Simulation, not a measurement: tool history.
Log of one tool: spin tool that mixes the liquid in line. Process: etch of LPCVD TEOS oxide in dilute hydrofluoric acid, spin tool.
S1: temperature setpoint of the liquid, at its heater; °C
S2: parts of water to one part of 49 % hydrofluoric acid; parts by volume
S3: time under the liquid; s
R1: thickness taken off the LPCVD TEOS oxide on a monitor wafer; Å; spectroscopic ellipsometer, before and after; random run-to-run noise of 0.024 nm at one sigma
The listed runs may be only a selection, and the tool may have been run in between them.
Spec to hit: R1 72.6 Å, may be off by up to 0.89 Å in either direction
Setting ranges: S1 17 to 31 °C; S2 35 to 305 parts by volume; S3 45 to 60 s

Run 1, hour 0: S1 23 °C, S2 170 parts by volume, S3 60 s. Result: R1 57.983 Å.
Run 2, hour 7.1: S1 26 °C, S2 170 parts by volume, S3 60 s. Result: R1 64.802 Å.
Run 3, hour 11.2: S1 26.5 °C, S2 170 parts by volume, S3 60 s. Result: R1 66.536 Å.
Run 4, hour 14: S1 28 °C, S2 170 parts by volume, S3 60 s. Result: R1 70.047 Å.
Run 5, hour 21.1: S1 28 °C, S2 225 parts by volume, S3 60 s. Result: R1 49.38 Å.
Run 6, hour 23.9: S1 28.5 °C, S2 220 parts by volume, S3 60 s. Result: R1 51.836 Å.
Run 7, hour 29.2: S1 29 °C, S2 215 parts by volume, S3 60 s. Result: R1 54.17 Å.
Run 8, hour 33.9: S1 29 °C, S2 215 parts by volume, S3 60 s. Result: R1 54.305 Å.
Run 9, hour 36.6: S1 29 °C, S2 210 parts by volume, S3 60 s. Result: R1 55.857 Å.
Run 10, hour 45.4: S1 29 °C, S2 205 parts by volume, S3 60 s. Result: R1 57.841 Å.
Run 11, hour 52.9: S1 29 °C, S2 205 parts by volume, S3 60 s. Result: R1 57.929 Å.

Which one of the following 5 next-run settings gets every result inside its allowed miss? There is exactly one.
Run A, hour 60.4: S1 28 °C, S2 185 parts by volume, S3 60 s. Result: R1 ?.
Run B, hour 60.4: S1 29.5 °C, S2 175 parts by volume, S3 45 s. Result: R1 ?.
Run C, hour 60.4: S1 28 °C, S2 150 parts by volume, S3 60 s. Result: R1 ?.
Run D, hour 60.4: S1 31 °C, S2 180 parts by volume, S3 60 s. Result: R1 ?.
Run E, hour 60.4: S1 28.5 °C, S2 160 parts by volume, S3 60 s. Result: R1 ?.

move      R1
   A  62.722
   B  53.102
   C  80.744
   D  72.095
   E  76.131
A: moves toward the targets from the last run without getting all of them in spec
B: misses by more than the last run did
C: takes the biggest miss from the last run beyond its target
D: all results in spec
E: takes the biggest miss from the last run beyond its target
D is the move that brings every result within its allowed miss.
